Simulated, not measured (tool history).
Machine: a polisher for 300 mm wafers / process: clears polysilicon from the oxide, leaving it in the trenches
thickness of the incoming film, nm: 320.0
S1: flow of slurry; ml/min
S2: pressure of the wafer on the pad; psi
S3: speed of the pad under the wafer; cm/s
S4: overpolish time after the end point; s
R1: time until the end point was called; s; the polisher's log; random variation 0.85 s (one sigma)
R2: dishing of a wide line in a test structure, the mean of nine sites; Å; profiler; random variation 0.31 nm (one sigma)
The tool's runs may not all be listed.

run  hour   S1   S2  S3  S4      R1      R2
  1   0.0  255  2.1  76  13  46.737  258.19
  2   8.8  255  2.1  76  17  46.901  260.78
  3  16.3  255  2.0  76  15  48.528  258.48
  4  23.4  255  2.0  76  12  48.520  254.16
  5  24.8  255  2.0  66  12  56.594  243.56
  6  31.6  215  2.0  66  12  57.492  242.78

Run 7 has not been measured yet. What should we expect?
  7  39.6  210  2.0  66  11   ?   ?

Run 7 measured R1 56.033 s, R2 234.75 Å.
